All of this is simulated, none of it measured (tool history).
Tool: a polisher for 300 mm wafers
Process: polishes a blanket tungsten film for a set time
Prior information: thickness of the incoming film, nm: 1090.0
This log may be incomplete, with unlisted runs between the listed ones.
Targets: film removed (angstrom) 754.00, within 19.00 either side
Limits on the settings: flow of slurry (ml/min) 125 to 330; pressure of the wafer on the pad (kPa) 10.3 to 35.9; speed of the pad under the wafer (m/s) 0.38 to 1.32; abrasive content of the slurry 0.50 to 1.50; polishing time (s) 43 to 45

| run | hour | flow of slurry (ml/min) | pressure of the wafer on the pad (kPa) | speed of the pad under the wafer (m/s) | abrasive content of the slurry | polishing time (s) | film removed (angstrom) |
|---|---|---|---|---|---|---|---|
| 1 | 0.0 | 210 | 22.8 | 0.84 | 1.00 | 43 | 1439.20 |
| 2 | 2.9 | 210 | 22.8 | 0.84 | 1.00 | 45 | 1504.30 |
| 3 | 10.8 | 160 | 22.8 | 0.84 | 1.00 | 45 | 1446.80 |
| 4 | 17.7 | 200 | 22.8 | 0.84 | 1.00 | 45 | 1510.10 |
| 5 | 23.3 | 200 | 22.8 | 0.84 | 1.00 | 43 | 1434.50 |
| 6 | 27.3 | 195 | 21.4 | 0.84 | 1.00 | 43 | 1340.40 |
| 7 | 31.0 | 190 | 20.0 | 0.84 | 1.00 | 43 | 1266.40 |
| 8 | 33.6 | 185 | 18.6 | 0.82 | 1.00 | 43 | 1135.00 |
| 9 | 38.8 | 180 | 17.2 | 0.82 | 1.00 | 43 | 1054.10 |
| 10 | 46.8 | 175 | 16.5 | 0.82 | 1.00 | 43 | 1005.10 |
| 11 | 48.8 | 170 | 15.9 | 0.82 | 1.00 | 43 | 969.01 |
| 12 | 49.7 | 165 | 15.2 | 0.82 | 1.00 | 43 | 910.90 |
| 13 | 54.3 | 160 | 14.5 | 0.82 | 1.00 | 43 | 872.31 |
| 14 | 61.5 | 155 | 14.5 | 0.82 | 1.00 | 43 | 872.18 |
| 15 | 64.2 | 145 | 11.0 | 0.82 | 1.00 | 43 | 659.68 |
| 16 | 72.0 | 155 | 11.0 | 0.82 | 1.00 | 43 | 675.09 |

Of the 5 settings listed for the next run, only one would bring every result within its allowed miss of target. Which one?
| A | 79.8 | 130 | 13.8 | 0.80 | 1.00 | 45 | ? |
| B | 79.8 | 145 | 11.0 | 0.86 | 1.10 | 44 | ? |
| C | 79.8 | 145 | 13.8 | 0.80 | 1.00 | 45 | ? |
| D | 79.8 | 135 | 11.0 | 0.98 | 1.05 | 44 | ? |
| E | 79.8 | 165 | 11.0 | 0.94 | 0.90 | 43 | ? |

| move | film removed (angstrom) |
|---|---|
| A | 820.78 |
| B | 728.06 |
| C | 841.75 |
| D | 806.15 |
| E | 766.37 |
A: pushes the last run's worst result past its target
B: nearer the targets than the last run, but a result is still out of spec
C: pushes the last run's worst result past its target
D: pushes the last run's worst result past its target
E: every result within its allowed miss
Go with E: it meets all targets.

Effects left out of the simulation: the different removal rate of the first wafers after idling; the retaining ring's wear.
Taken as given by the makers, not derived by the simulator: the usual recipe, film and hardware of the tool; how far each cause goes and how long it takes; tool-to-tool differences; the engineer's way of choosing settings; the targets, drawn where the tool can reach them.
